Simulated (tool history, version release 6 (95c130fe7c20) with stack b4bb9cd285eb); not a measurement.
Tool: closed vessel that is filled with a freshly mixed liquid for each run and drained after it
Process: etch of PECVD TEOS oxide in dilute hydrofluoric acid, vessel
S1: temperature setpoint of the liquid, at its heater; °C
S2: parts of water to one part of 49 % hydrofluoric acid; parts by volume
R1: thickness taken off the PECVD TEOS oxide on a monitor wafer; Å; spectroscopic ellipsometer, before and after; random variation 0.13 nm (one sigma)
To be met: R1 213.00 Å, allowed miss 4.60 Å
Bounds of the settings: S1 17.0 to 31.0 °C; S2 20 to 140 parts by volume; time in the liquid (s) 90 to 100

Run 1, hour 0.0: S1 23.0 °C, S2 75 parts by volume, time in the liquid (s) 90. Result: R1 295.11 Å.
Run 2, hour 3.7: S1 21.5 °C, S2 75 parts by volume, time in the liquid (s) 90. Result: R1 277.53 Å.
Run 3, hour 8.4: S1 21.5 °C, S2 45 parts by volume, time in the liquid (s) 90. Result: R1 479.92 Å.
Run 4, hour 10.0: S1 20.0 °C, S2 55 parts by volume, time in the liquid (s) 90. Result: R1 367.12 Å.
Run 5, hour 13.0: S1 19.0 °C, S2 60 parts by volume, time in the liquid (s) 90. Result: R1 317.49 Å.
Run 6, hour 14.2: S1 18.5 °C, S2 65 parts by volume, time in the liquid (s) 90. Result: R1 284.70 Å.
Run 7, hour 20.7: S1 18.0 °C, S2 70 parts by volume, time in the liquid (s) 90. Result: R1 256.60 Å.
Run 8, hour 28.2: S1 17.5 °C, S2 70 parts by volume, time in the liquid (s) 90. Result: R1 250.82 Å.
Run 9, hour 29.7: S1 17.0 °C, S2 75 parts by volume, time in the liquid (s) 90. Result: R1 230.01 Å.

4 next moves are on the table. One of them brings every result within its allowed miss. Which?
Run A, hour 31.2: S1 18.5 °C, S2 90 parts by volume, time in the liquid (s) 100. Result: R1 ?.
Run B, hour 31.2: S1 17.5 °C, S2 75 parts by volume, time in the liquid (s) 95. Result: R1 ?.
Run C, hour 31.2: S1 17.0 °C, S2 80 parts by volume, time in the liquid (s) 95. Result: R1 ?.
Run D, hour 31.2: S1 17.0 °C, S2 80 parts by volume, time in the liquid (s) 90. Result: R1 ?.

move      R1
   A  224.93
   B  249.87
   C  228.08
   D  216.07
A: nearer than the last run, and not there yet
B: further off than the last run
C: nearer than the last run, and not there yet
D: meets every target
Answer: D
